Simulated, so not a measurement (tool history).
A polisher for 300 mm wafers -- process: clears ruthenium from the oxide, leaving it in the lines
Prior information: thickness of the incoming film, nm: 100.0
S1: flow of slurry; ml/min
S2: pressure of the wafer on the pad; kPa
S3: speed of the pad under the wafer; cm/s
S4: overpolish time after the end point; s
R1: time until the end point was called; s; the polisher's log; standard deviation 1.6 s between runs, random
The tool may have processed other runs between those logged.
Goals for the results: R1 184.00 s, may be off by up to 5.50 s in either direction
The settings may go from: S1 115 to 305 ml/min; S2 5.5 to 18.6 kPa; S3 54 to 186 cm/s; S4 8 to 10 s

Run 1, hour 0.0: S1 195 ml/min, S2 11.7 kPa, S3 118 cm/s, S4 10 s. Result: R1 116.83 s.
Run 2, hour 3.8: S1 195 ml/min, S2 13.1 kPa, S3 118 cm/s, S4 10 s. Result: R1 106.28 s.
Run 3, hour 12.7: S1 195 ml/min, S2 13.1 kPa, S3 102 cm/s, S4 10 s. Result: R1 121.17 s.
Run 4, hour 20.0: S1 190 ml/min, S2 11.7 kPa, S3 102 cm/s, S4 10 s. Result: R1 132.66 s.
Run 5, hour 24.2: S1 190 ml/min, S2 11.7 kPa, S3 102 cm/s, S4 10 s. Result: R1 134.47 s.
Run 6, hour 25.6: S1 190 ml/min, S2 11.7 kPa, S3 102 cm/s, S4 10 s. Result: R1 134.16 s.
Run 7, hour 32.3: S1 190 ml/min, S2 11.7 kPa, S3 102 cm/s, S4 10 s. Result: R1 131.64 s.
Run 8, hour 33.4: S1 190 ml/min, S2 11.7 kPa, S3 102 cm/s, S4 10 s. Result: R1 134.68 s.
Run 9, hour 35.6: S1 190 ml/min, S2 11.7 kPa, S3 102 cm/s, S4 10 s. Result: R1 134.14 s.
Run 10, hour 44.4: S1 185 ml/min, S2 10.3 kPa, S3 102 cm/s, S4 10 s. Result: R1 146.37 s.
Run 11, hour 49.5: S1 185 ml/min, S2 9.0 kPa, S3 102 cm/s, S4 10 s. Result: R1 163.15 s.
Run 12, hour 53.7: S1 185 ml/min, S2 8.3 kPa, S3 102 cm/s, S4 10 s. Result: R1 177.98 s.

4 candidate next runs follow, results not yet known. Just one meets every target within its allowed miss. Identify it.
Run A, hour 57.9: S1 200 ml/min, S2 9.7 kPa, S3 94 cm/s, S4 10 s. Result: R1 ?.
Run B, hour 57.9: S1 220 ml/min, S2 9.7 kPa, S3 84 cm/s, S4 10 s. Result: R1 ?.
Run C, hour 57.9: S1 175 ml/min, S2 8.3 kPa, S3 104 cm/s, S4 8 s. Result: R1 ?.
Run D, hour 57.9: S1 205 ml/min, S2 9.7 kPa, S3 94 cm/s, S4 10 s. Result: R1 ?.

move      R1
   A  165.84
   B  182.37
   C  172.74
   D  165.26
A: further off than the last run
B: all results land within tolerance of their targets
C: further off than the last run
D: further off than the last run
Answer: B
